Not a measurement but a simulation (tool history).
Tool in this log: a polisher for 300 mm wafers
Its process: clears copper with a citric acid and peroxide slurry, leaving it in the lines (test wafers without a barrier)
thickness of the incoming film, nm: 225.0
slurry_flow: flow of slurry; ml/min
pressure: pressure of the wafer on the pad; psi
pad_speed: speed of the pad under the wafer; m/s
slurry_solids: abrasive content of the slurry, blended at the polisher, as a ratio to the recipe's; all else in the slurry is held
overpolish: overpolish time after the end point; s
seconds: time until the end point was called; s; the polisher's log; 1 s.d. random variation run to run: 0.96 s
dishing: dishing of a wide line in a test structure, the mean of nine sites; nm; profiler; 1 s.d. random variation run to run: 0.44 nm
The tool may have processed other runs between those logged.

Run 1, hour 0.0: slurry_flow 135 ml/min, pressure 2.9 psi, pad_speed 0.84 m/s, slurry_solids 1.0, overpolish 23 s. Result: seconds 149.74 s, dishing 22.699 nm.
Run 2, hour 4.4: slurry_flow 135 ml/min, pressure 2.9 psi, pad_speed 0.84 m/s, slurry_solids 0.8, overpolish 23 s. Result: seconds 153.37 s, dishing 22.147 nm.
Run 3, hour 9.6: slurry_flow 160 ml/min, pressure 2.9 psi, pad_speed 0.84 m/s, slurry_solids 0.8, overpolish 23 s. Result: seconds 151.60 s, dishing 22.840 nm.
Run 4, hour 11.6: slurry_flow 160 ml/min, pressure 2.2 psi, pad_speed 0.84 m/s, slurry_solids 0.8, overpolish 23 s. Result: seconds 188.60 s, dishing 18.928 nm.
Run 5, hour 20.2: slurry_flow 160 ml/min, pressure 2.4 psi, pad_speed 0.84 m/s, slurry_solids 0.8, overpolish 22 s. Result: seconds 175.84 s, dishing 19.487 nm.
Run 6, hour 28.1: slurry_flow 160 ml/min, pressure 2.4 psi, pad_speed 0.96 m/s, slurry_solids 0.8, overpolish 22 s. Result: seconds 158.70 s, dishing 20.686 nm.
Run 7, hour 31.3: slurry_flow 160 ml/min, pressure 2.5 psi, pad_speed 0.96 m/s, slurry_solids 0.8, overpolish 21 s. Result: seconds 153.88 s, dishing 20.264 nm.
Run 8, hour 33.0: slurry_flow 160 ml/min, pressure 2.6 psi, pad_speed 0.96 m/s, slurry_solids 0.8, overpolish 21 s. Result: seconds 148.53 s, dishing 21.342 nm.
Run 9, hour 41.2: slurry_flow 160 ml/min, pressure 2.7 psi, pad_speed 0.96 m/s, slurry_solids 0.8, overpolish 20 s. Result: seconds 146.54 s, dishing 21.093 nm.

Predict the results of run 10:
Run 10, hour 43.2: slurry_flow 160 ml/min, pressure 2.8 psi, pad_speed 0.96 m/s, slurry_solids 0.8, overpolish 19 s. Result: seconds ?, dishing ?.

{"run 10": {"seconds": 139.31, "dishing": 21.299}}
